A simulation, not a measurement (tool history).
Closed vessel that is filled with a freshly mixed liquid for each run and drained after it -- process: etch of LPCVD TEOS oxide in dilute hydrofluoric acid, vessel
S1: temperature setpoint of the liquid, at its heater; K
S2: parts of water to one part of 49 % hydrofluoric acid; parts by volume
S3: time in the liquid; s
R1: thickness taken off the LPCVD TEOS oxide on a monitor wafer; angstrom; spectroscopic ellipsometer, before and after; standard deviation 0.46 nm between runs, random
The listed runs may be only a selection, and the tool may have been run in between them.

{"run": 1, "hour": 0.0, "S1": 296.15, "S2": 175, "S3": 440, "R1": 364.99}
{"run": 2, "hour": 2.7, "S1": 298.65, "S2": 175, "S3": 440, "R1": 400.62}
{"run": 3, "hour": 7.5, "S1": 300.15, "S2": 170, "S3": 440, "R1": 439.98}
{"run": 4, "hour": 15.8, "S1": 300.15, "S2": 170, "S3": 470, "R1": 467.62}
{"run": 5, "hour": 22.8, "S1": 301.15, "S2": 170, "S3": 470, "R1": 490.12}
{"run": 6, "hour": 26.9, "S1": 301.15, "S2": 170, "S3": 470, "R1": 492.82}
{"run": 7, "hour": 34.1, "S1": 302.15, "S2": 170, "S3": 470, "R1": 502.57}
{"run": 8, "hour": 42.5, "S1": 302.65, "S2": 170, "S3": 470, "R1": 508.85}
{"run": 9, "hour": 44.9, "S1": 302.65, "S2": 170, "S3": 470, "R1": 506.25}

For run 10, what comes out?
{"run": 10, "hour": 47.3, "S1": 303.15, "S2": 170, "S3": 470, "R1": "?"}

R1: 513.58 angstrom
